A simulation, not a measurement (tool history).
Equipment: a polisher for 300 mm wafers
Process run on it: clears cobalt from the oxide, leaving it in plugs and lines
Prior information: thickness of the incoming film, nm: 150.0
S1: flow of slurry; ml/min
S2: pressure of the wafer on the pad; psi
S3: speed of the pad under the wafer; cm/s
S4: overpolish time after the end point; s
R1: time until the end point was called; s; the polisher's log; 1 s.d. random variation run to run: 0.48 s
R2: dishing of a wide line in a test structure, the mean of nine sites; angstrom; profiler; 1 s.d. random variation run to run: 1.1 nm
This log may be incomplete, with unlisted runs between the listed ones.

Run 1, hour 0: S1 170 ml/min, S2 1.4 psi, S3 128 cm/s, S4 27 s. Result: R1 42.229 s, R2 453.68 angstrom.
Run 2, hour 1.9: S1 170 ml/min, S2 1 psi, S3 128 cm/s, S4 27 s. Result: R1 53.268 s, R2 405.97 angstrom.
Run 3, hour 10.6: S1 215 ml/min, S2 1 psi, S3 128 cm/s, S4 27 s. Result: R1 51.337 s, R2 427.75 angstrom.
Run 4, hour 13.6: S1 215 ml/min, S2 1 psi, S3 128 cm/s, S4 32 s. Result: R1 50.466 s, R2 466.9 angstrom.
Run 5, hour 14.9: S1 230 ml/min, S2 1 psi, S3 128 cm/s, S4 32 s. Result: R1 49.147 s, R2 429.62 angstrom.
Run 6, hour 17: S1 235 ml/min, S2 1.3 psi, S3 132 cm/s, S4 31 s. Result: R1 41.149 s, R2 488.1 angstrom.

The next listed run, before its measurement:
Run 7, hour 18.7: S1 235 ml/min, S2 1.7 psi, S3 158 cm/s, S4 18 s. Result: R1 ?, R2 ?.

R1: 27.984 s
R2: 468.16 angstrom
